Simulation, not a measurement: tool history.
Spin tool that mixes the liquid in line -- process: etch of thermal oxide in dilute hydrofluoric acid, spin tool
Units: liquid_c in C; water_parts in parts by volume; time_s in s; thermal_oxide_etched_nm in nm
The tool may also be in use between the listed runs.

{"run": 1, "hour": 0.0, "liquid_c": 26.0, "water_parts": 95, "time_s": 265, "thermal_oxide_etched_nm": 16.358}
{"run": 2, "hour": 2.9, "liquid_c": 29.0, "water_parts": 95, "time_s": 265, "thermal_oxide_etched_nm": 18.146}
{"run": 3, "hour": 7.3, "liquid_c": 29.0, "water_parts": 85, "time_s": 265, "thermal_oxide_etched_nm": 20.47}
{"run": 4, "hour": 9.9, "liquid_c": 30.0, "water_parts": 80, "time_s": 265, "thermal_oxide_etched_nm": 22.848}
{"run": 5, "hour": 17.1, "liquid_c": 31.0, "water_parts": 75, "time_s": 265, "thermal_oxide_etched_nm": 25.865}
{"run": 6, "hour": 20.7, "liquid_c": 31.5, "water_parts": 75, "time_s": 265, "thermal_oxide_etched_nm": 26.656}

The next listed run, before its measurement:
{"hour": 23.0, "done": "hydrofluoric acid flow meter replaced"}
{"run": 7, "hour": 23.0, "liquid_c": 32.0, "water_parts": 75, "time_s": 265, "thermal_oxide_etched_nm": "?"}

thermal_oxide_etched_nm: 23.920 nm
